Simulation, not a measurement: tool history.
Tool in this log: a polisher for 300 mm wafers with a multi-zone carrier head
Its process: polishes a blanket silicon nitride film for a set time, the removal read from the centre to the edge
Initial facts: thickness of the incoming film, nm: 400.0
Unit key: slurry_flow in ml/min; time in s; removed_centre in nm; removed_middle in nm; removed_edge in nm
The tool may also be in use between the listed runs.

run  hour  slurry_flow  centre_zone  middle_zone  edge_zone  time  removed_centre  removed_middle  removed_edge
  1     0          140            1            1          1    38          77.996          75.369        76.256
  2   1.9          140            1            1          1    44          91.032          88.873        87.756
  3   4.5          140            1            1       0.92    44           88.99          89.027        85.717
  4   6.3          140            1         1.06       0.92    44          92.641          93.401        84.099
  5  14.7          140         0.91         1.06       0.92    44          83.418          93.052        86.046
  6  16.9          140         0.91         1.06       0.96    44          82.753          94.726        86.665

Run 7 comes next. What will it give?
  7  23.2          135         0.91         1.08       0.95    42               ?               ?             ?

removed_centre: 79.276 nm
removed_middle: 89.447 nm
removed_edge: 82.928 nm
